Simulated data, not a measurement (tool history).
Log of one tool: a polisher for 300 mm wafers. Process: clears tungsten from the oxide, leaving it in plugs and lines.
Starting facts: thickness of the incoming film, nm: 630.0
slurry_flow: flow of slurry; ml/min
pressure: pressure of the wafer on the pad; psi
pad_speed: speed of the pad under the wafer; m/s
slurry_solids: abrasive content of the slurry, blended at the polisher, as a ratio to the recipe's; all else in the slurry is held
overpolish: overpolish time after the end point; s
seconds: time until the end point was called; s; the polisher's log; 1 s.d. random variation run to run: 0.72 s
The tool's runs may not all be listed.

Run 1, hour 0: slurry_flow 225 ml/min, pressure 4.7 psi, pad_speed 1.38 m/s, slurry_solids 1, overpolish 9 s. Result: seconds 89.964 s.
Run 2, hour 8.6: slurry_flow 225 ml/min, pressure 5 psi, pad_speed 1.38 m/s, slurry_solids 1, overpolish 9 s. Result: seconds 85.382 s.
Run 3, hour 16.6: slurry_flow 225 ml/min, pressure 5 psi, pad_speed 1.38 m/s, slurry_solids 0.9, overpolish 9 s. Result: seconds 86.977 s.
Run 4, hour 20.5: slurry_flow 225 ml/min, pressure 5.2 psi, pad_speed 1.38 m/s, slurry_solids 0.9, overpolish 9 s. Result: seconds 83.361 s.
At hour 22.2: slurry nozzle cleaned.
Run 5, hour 22.2: slurry_flow 225 ml/min, pressure 5.2 psi, pad_speed 1.54 m/s, slurry_solids 0.9, overpolish 9 s. Result: seconds 72.6 s.
Run 6, hour 24.8: slurry_flow 225 ml/min, pressure 5.2 psi, pad_speed 1.54 m/s, slurry_solids 0.75, overpolish 9 s. Result: seconds 74.272 s.
Run 7, hour 32: slurry_flow 225 ml/min, pressure 5.3 psi, pad_speed 1.54 m/s, slurry_solids 0.75, overpolish 9 s. Result: seconds 73.969 s.
Run 8, hour 33.5: slurry_flow 225 ml/min, pressure 5.4 psi, pad_speed 1.54 m/s, slurry_solids 0.75, overpolish 9 s. Result: seconds 72.988 s.

Run 9 is up next; what results do you expect?
Run 9, hour 38: slurry_flow 225 ml/min, pressure 5.5 psi, pad_speed 1.54 m/s, slurry_solids 0.75, overpolish 9 s. Result: seconds ?.

{"run 9": {"seconds": 71.015}}

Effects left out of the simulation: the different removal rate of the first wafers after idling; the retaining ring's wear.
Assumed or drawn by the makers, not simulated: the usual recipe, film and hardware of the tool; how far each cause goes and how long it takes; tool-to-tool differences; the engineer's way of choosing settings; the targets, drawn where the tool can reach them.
